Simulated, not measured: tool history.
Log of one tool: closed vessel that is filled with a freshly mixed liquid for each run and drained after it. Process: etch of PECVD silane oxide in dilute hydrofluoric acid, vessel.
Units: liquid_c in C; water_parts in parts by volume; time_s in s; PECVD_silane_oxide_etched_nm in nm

{"run": 1, "hour": 0.0, "liquid_c": 22, "water_parts": 290, "time_s": 30, "PECVD_silane_oxide_etched_nm": 3.1329}
{"run": 2, "hour": 8.6, "liquid_c": 19, "water_parts": 290, "time_s": 30, "PECVD_silane_oxide_etched_nm": 2.8079}
{"run": 3, "hour": 17.4, "liquid_c": 20, "water_parts": 285, "time_s": 30, "PECVD_silane_oxide_etched_nm": 2.9522}
{"run": 4, "hour": 22.8, "liquid_c": 21, "water_parts": 280, "time_s": 30, "PECVD_silane_oxide_etched_nm": 3.1339}
{"run": 5, "hour": 30.0, "liquid_c": 22, "water_parts": 275, "time_s": 30, "PECVD_silane_oxide_etched_nm": 3.3284}
{"run": 6, "hour": 33.1, "liquid_c": 22, "water_parts": 225, "time_s": 30, "PECVD_silane_oxide_etched_nm": 4.2905}
{"run": 7, "hour": 39.6, "liquid_c": 22.5, "water_parts": 225, "time_s": 30, "PECVD_silane_oxide_etched_nm": 4.36}
{"run": 8, "hour": 43.7, "liquid_c": 23, "water_parts": 225, "time_s": 30, "PECVD_silane_oxide_etched_nm": 4.4526}

Run 9 comes next. What will it give?
{"run": 9, "hour": 46.4, "liquid_c": 24, "water_parts": 225, "time_s": 30, "PECVD_silane_oxide_etched_nm": "?"}

Run 9 gave PECVD_silane_oxide_etched_nm 4.6272 nm.

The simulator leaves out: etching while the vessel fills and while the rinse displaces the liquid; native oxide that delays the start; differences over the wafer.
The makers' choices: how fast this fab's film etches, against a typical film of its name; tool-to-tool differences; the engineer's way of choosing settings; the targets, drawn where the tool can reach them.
